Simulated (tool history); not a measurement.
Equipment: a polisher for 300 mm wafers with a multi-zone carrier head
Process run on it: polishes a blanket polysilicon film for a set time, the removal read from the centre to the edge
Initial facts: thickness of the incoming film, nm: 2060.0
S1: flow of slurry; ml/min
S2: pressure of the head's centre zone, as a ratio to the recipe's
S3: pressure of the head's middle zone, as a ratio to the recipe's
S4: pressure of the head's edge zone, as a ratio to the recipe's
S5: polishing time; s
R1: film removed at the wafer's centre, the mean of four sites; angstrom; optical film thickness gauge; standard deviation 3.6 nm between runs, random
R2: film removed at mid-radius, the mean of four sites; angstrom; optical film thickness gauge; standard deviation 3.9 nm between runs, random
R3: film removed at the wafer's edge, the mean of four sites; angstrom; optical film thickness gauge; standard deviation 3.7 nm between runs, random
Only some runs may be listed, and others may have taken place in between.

run 1 hour=0.0 | S1=140 S2=1.00 S3=1.00 S4=1.00 S5=43 | R1=2904.9 R2=2593.1 R3=2599.8
run 2 hour=3.4 | S1=140 S2=0.93 S3=1.00 S4=1.00 S5=43 | R1=2756.8 R2=2656.3 R3=2630.8
run 3 hour=9.7 | S1=115 S2=0.93 S3=1.00 S4=1.00 S5=43 | R1=2541.3 R2=2479.0 R3=2519.5
run 4 hour=18.5 | S1=115 S2=1.01 S3=1.00 S4=1.00 S5=43 | R1=2822.0 R2=2465.9 R3=2517.3
run 5 hour=26.7 | S1=115 S2=1.01 S3=0.95 S4=1.00 S5=43 | R1=2711.6 R2=2360.7 R3=2537.4
run 6 hour=31.9 | S1=140 S2=0.98 S3=0.94 S4=1.06 S5=44 | R1=2845.2 R2=2508.5 R3=2763.2
run 7 hour=37.6 | S1=155 S2=0.95 S3=0.94 S4=1.10 S5=45 | R1=2991.7 R2=2686.4 R3=2910.5
run 8 hour=44.4 | S1=160 S2=0.92 S3=0.93 S4=1.13 S5=46 | R1=2959.8 R2=2726.5 R3=3061.1
run 9 hour=51.7 | S1=170 S2=0.91 S3=0.93 S4=1.15 S5=47 | R1=3001.8 R2=2844.4 R3=3156.6
-- hour=52.9 centre zone pressure recalibrated
run 10 hour=52.9 | S1=175 S2=0.90 S3=0.93 S4=1.16 S5=48 | R1=2848.6 R2=2867.4 R3=3282.2

Forecast run 11:
run 11 hour=53.5 | S1=180 S2=0.92 S3=0.94 S4=1.16 S5=48 | R1=? R2=? R3=?

Logged for run 11: R1 2930.3 angstrom, R2 2893.8 angstrom, R3 3280.9 angstrom.
